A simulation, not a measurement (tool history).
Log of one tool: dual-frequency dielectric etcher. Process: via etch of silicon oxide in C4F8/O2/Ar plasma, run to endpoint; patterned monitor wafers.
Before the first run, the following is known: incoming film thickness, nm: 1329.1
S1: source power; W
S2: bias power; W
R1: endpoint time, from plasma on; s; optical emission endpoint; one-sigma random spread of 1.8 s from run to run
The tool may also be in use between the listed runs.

run	hour	S1	S2	R1
1	0	1680	1904	277.9
2	3.1	1840	1972	260.91
3	6.2	2000	1972	253.53
4	9.6	1780	1972	265.42
5	14.2	2050	1972	250.54
6	21.1	1800	1972	261.76
7	24.7	1900	2012	260.19

Estimate the outcome of run 8 from the log above:
8	31.2	2020	2050	?

{"run 8": {"R1": 247.26}}
